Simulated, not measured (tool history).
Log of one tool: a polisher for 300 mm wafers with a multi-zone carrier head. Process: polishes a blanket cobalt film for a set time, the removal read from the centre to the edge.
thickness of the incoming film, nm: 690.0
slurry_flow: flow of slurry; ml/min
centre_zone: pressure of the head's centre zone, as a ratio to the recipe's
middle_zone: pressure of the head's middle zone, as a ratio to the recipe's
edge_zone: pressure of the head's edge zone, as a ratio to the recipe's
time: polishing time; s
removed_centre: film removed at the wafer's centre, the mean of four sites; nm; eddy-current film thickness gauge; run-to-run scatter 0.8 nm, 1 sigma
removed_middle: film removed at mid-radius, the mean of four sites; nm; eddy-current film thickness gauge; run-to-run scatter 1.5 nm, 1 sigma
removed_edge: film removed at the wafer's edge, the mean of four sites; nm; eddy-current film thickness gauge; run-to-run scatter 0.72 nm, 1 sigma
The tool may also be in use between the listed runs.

{"run": 1, "hour": 0.0, "slurry_flow": 300, "centre_zone": 1, "middle_zone": 1, "edge_zone": 1, "time": 40, "removed_centre": 205.23, "removed_middle": 206.75, "removed_edge": 206.41}
{"run": 2, "hour": 2.7, "slurry_flow": 275, "centre_zone": 0.97, "middle_zone": 0.97, "edge_zone": 0.96, "time": 36, "removed_centre": 178.01, "removed_middle": 181.16, "removed_edge": 183.44}
{"run": 3, "hour": 10.6, "slurry_flow": 275, "centre_zone": 0.97, "middle_zone": 0.97, "edge_zone": 0.96, "time": 32, "removed_centre": 158.58, "removed_middle": 161.98, "removed_edge": 162.41}
{"run": 4, "hour": 16.2, "slurry_flow": 275, "centre_zone": 0.93, "middle_zone": 0.97, "edge_zone": 0.96, "time": 32, "removed_centre": 149.7, "removed_middle": 160.18, "removed_edge": 162.87}
{"run": 5, "hour": 19.1, "slurry_flow": 255, "centre_zone": 0.92, "middle_zone": 0.95, "edge_zone": 0.93, "time": 29, "removed_centre": 136.44, "removed_middle": 136.95, "removed_edge": 143.69}
{"run": 6, "hour": 26.9, "slurry_flow": 250, "centre_zone": 0.9, "middle_zone": 0.95, "edge_zone": 0.91, "time": 27, "removed_centre": 121.03, "removed_middle": 129.59, "removed_edge": 132.59}
{"run": 7, "hour": 33.1, "slurry_flow": 260, "centre_zone": 0.91, "middle_zone": 0.86, "edge_zone": 0.82, "time": 18, "removed_centre": 80.959, "removed_middle": 80.453, "removed_edge": 83.65}
{"run": 8, "hour": 36.2, "slurry_flow": 260, "centre_zone": 0.91, "middle_zone": 0.88, "edge_zone": 0.84, "time": 18, "removed_centre": 82.943, "removed_middle": 82.208, "removed_edge": 83.979}
{"run": 9, "hour": 44.2, "slurry_flow": 260, "centre_zone": 0.9, "middle_zone": 0.89, "edge_zone": 0.87, "time": 18, "removed_centre": 81.531, "removed_middle": 83.42, "removed_edge": 87.03}
{"run": 10, "hour": 51.5, "slurry_flow": 260, "centre_zone": 0.91, "middle_zone": 0.91, "edge_zone": 0.89, "time": 18, "removed_centre": 82.326, "removed_middle": 82.841, "removed_edge": 88.267}
{"run": 11, "hour": 52.5, "slurry_flow": 260, "centre_zone": 0.92, "middle_zone": 0.94, "edge_zone": 0.91, "time": 18, "removed_centre": 83.669, "removed_middle": 87.48, "removed_edge": 88.502}

Predict the results of run 12:
{"run": 12, "hour": 59.1, "slurry_flow": 260, "centre_zone": 0.93, "middle_zone": 0.95, "edge_zone": 0.94, "time": 18, "removed_centre": "?", "removed_middle": "?", "removed_edge": "?"}

{"run 12": {"removed_centre": 83.634, "removed_middle": 88.281, "removed_edge": 90.817}}
